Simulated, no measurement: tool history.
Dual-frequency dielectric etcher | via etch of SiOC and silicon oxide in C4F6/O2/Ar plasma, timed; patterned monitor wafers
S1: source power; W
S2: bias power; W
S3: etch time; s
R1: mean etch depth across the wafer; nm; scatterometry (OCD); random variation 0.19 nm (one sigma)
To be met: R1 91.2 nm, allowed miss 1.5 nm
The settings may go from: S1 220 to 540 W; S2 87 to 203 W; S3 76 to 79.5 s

| run | hour | S1 | S2 | S3 | R1 |
|---|---|---|---|---|---|
| 1 | 0 | 380 | 145 | 76 | 74.027 |
| 2 | 3 | 410 | 151 | 76 | 76.862 |
| 3 | 4.9 | 410 | 151 | 79.5 | 80.258 |
| 4 | 13 | 410 | 151 | 76 | 76.866 |
| 5 | 20.3 | 440 | 158 | 76 | 80.15 |
| 6 | 25.3 | 460 | 162 | 76 | 82.087 |
|  | 27.5 | wet clean of the chamber |
| 7 | 27.5 | 480 | 166 | 76 | 85.924 |
| 8 | 31.6 | 490 | 167 | 76 | 86.771 |
| 9 | 37.9 | 500 | 167 | 76 | 87.62 |

5 next moves are on the table. One of them brings every result within its allowed miss. Which?
| A | 44.2 | 500 | 133 | 78.5 | ? |
| B | 44.2 | 460 | 167 | 76.5 | ? |
| C | 44.2 | 420 | 192 | 77.5 | ? |
| D | 44.2 | 430 | 203 | 79.5 | ? |
| E | 44.2 | 540 | 172 | 79 | ? |

| move | R1 |
|---|---|
| A | 84.471 |
| B | 85.266 |
| C | 87.151 |
| D | 91.813 |
| E | 94.473 |
A: further off than the last run
B: further off than the last run
C: further off than the last run
D: meets every target
E: takes the result that was furthest off past its target
Move D is the one to make.
